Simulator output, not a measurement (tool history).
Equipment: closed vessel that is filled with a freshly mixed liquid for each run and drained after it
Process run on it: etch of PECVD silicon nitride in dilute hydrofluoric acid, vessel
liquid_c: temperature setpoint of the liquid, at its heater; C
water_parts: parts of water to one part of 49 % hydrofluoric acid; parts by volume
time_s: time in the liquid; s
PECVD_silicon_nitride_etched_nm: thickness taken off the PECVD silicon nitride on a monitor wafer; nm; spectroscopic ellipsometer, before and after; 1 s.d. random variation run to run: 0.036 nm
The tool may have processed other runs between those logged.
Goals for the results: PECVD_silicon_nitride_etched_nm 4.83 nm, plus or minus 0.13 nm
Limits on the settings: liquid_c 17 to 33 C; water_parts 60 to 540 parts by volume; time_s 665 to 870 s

run    day  liquid_c  water_parts  time_s  PECVD_silicon_nitride_etched_nm
  1      0        25          300     870                           6.3862
  2  0.262        24          300     870                           5.9729
  3  0.329      27.5          300     870                           7.5074
  4  0.612      29.5          300     870                           8.3632
  5  0.858        27          300     870                           7.1552
  6  1.238        27          300     665                           5.5538
  7  1.371      26.5          300     665                           5.3168
  8  1.671        26          300     665                           5.2502
  9  1.967      25.5          300     665                            4.993

4 candidate next runs follow, results not yet known. Just one meets every target within its allowed miss. Identify it.
  A  2.262        25          310     710                                ?
  B  2.262      23.5          325     720                                ?
  C  2.262        26          320     720                                ?
  D  2.262      24.5          325     730                                ?

move  PECVD_silicon_nitride_etched_nm
   A                            5.016
   B                           4.4325
   C                           5.2313
   D                           4.7745
A: the biggest miss grows against the last run
B: moves the result that the last run missed by most past its target, out the other side
C: the biggest miss grows against the last run
D: hits every target within its allowed miss
So the answer is move D, the one that meets all the targets.
